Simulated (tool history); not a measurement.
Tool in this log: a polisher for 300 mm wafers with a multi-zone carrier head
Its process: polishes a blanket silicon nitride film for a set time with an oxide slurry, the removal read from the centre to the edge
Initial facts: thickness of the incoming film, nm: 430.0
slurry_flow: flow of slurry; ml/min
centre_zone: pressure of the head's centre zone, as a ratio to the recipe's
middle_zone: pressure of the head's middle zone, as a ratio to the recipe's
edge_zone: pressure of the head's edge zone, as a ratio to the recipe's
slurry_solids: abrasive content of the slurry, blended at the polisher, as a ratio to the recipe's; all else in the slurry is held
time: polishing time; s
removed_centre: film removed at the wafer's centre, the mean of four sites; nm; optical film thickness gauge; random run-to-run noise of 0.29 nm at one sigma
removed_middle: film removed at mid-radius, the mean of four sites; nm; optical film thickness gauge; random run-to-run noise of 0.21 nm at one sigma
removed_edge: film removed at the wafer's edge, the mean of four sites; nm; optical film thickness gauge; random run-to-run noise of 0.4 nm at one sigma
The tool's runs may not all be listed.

Run 1, hour 0: slurry_flow 180 ml/min, centre_zone 1, middle_zone 1, edge_zone 1, slurry_solids 1, time 84 s. Result: removed_centre 36.558 nm, removed_middle 37.441 nm, removed_edge 37.739 nm.
Run 2, hour 8: slurry_flow 180 ml/min, centre_zone 1, middle_zone 1, edge_zone 1.06, slurry_solids 1, time 84 s. Result: removed_centre 36.237 nm, removed_middle 37.497 nm, removed_edge 38.006 nm.
Run 3, hour 16.7: slurry_flow 180 ml/min, centre_zone 1, middle_zone 1, edge_zone 1.05, slurry_solids 0.95, time 84 s. Result: removed_centre 35.411 nm, removed_middle 36.603 nm, removed_edge 36.67 nm.
Run 4, hour 22.5: slurry_flow 180 ml/min, centre_zone 1, middle_zone 1, edge_zone 1.05, slurry_solids 0.95, time 95 s. Result: removed_centre 40.406 nm, removed_middle 40.651 nm, removed_edge 42.026 nm.
Run 5, hour 29.4: slurry_flow 180 ml/min, centre_zone 0.93, middle_zone 1, edge_zone 1.05, slurry_solids 0.95, time 95 s. Result: removed_centre 37.645 nm, removed_middle 40.784 nm, removed_edge 41.138 nm.
Run 6, hour 32.3: slurry_flow 180 ml/min, centre_zone 0.93, middle_zone 1, edge_zone 1.09, slurry_solids 0.95, time 95 s. Result: removed_centre 38.148 nm, removed_middle 41.288 nm, removed_edge 41.844 nm.
Run 7, hour 33.8: slurry_flow 180 ml/min, centre_zone 0.93, middle_zone 0.99, edge_zone 1.07, slurry_solids 0.9, time 94 s. Result: removed_centre 35.665 nm, removed_middle 38.623 nm, removed_edge 39.128 nm.
Run 8, hour 42: slurry_flow 185 ml/min, centre_zone 0.93, middle_zone 0.98, edge_zone 1.04, slurry_solids 0.85, time 94 s. Result: removed_centre 34.936 nm, removed_middle 37.232 nm, removed_edge 37.589 nm.
Run 9, hour 49.6: slurry_flow 190 ml/min, centre_zone 0.92, middle_zone 0.96, edge_zone 1.02, slurry_solids 0.8, time 94 s. Result: removed_centre 32.457 nm, removed_middle 35.397 nm, removed_edge 36.185 nm.
Run 10, hour 51.8: slurry_flow 190 ml/min, centre_zone 0.93, middle_zone 0.95, edge_zone 1, slurry_solids 0.75, time 94 s. Result: removed_centre 30.595 nm, removed_middle 32.983 nm, removed_edge 33.841 nm.
Run 11, hour 53.9: slurry_flow 190 ml/min, centre_zone 0.94, middle_zone 0.94, edge_zone 0.98, slurry_solids 0.75, time 94 s. Result: removed_centre 31.535 nm, removed_middle 32.461 nm, removed_edge 33.374 nm.

Run 12, settings as shown, results not yet in. Your forecast:
Run 12, hour 56.8: slurry_flow 185 ml/min, centre_zone 0.94, middle_zone 0.93, edge_zone 0.96, slurry_solids 0.75, time 94 s. Result: removed_centre ?, removed_middle ?, removed_edge ?.

removed_centre: 31.802 nm
removed_middle: 31.738 nm
removed_edge: 32.925 nm
